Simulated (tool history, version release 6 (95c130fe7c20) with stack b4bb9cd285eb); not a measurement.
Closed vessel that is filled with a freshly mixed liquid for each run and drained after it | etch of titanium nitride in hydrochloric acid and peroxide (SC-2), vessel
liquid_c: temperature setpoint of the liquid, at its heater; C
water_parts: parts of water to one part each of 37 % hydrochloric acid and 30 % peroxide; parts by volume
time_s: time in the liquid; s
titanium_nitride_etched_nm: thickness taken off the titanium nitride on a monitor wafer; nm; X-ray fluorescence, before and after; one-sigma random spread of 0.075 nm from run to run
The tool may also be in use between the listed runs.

run 1 hour=0 | liquid_c=47 water_parts=6 time_s=1105 | titanium_nitride_etched_nm=46.149
run 2 hour=6.5 | liquid_c=46 water_parts=6 time_s=1105 | titanium_nitride_etched_nm=43.244
run 3 hour=10.8 | liquid_c=45 water_parts=6 time_s=1105 | titanium_nitride_etched_nm=40.345
run 4 hour=20.2 | liquid_c=44 water_parts=6 time_s=1105 | titanium_nitride_etched_nm=37.777
run 5 hour=27.1 | liquid_c=43.5 water_parts=6 time_s=1105 | titanium_nitride_etched_nm=36.353
run 6 hour=28.3 | liquid_c=43 water_parts=6 time_s=1105 | titanium_nitride_etched_nm=35.086
run 7 hour=31.3 | liquid_c=42.5 water_parts=6 time_s=1105 | titanium_nitride_etched_nm=34.035
run 8 hour=33.8 | liquid_c=42 water_parts=6 time_s=1105 | titanium_nitride_etched_nm=32.688

The next listed run, before its measurement:
run 9 hour=39 | liquid_c=41.5 water_parts=6 time_s=1105 | titanium_nitride_etched_nm=?

{"run 9": {"titanium_nitride_etched_nm": 31.628}}
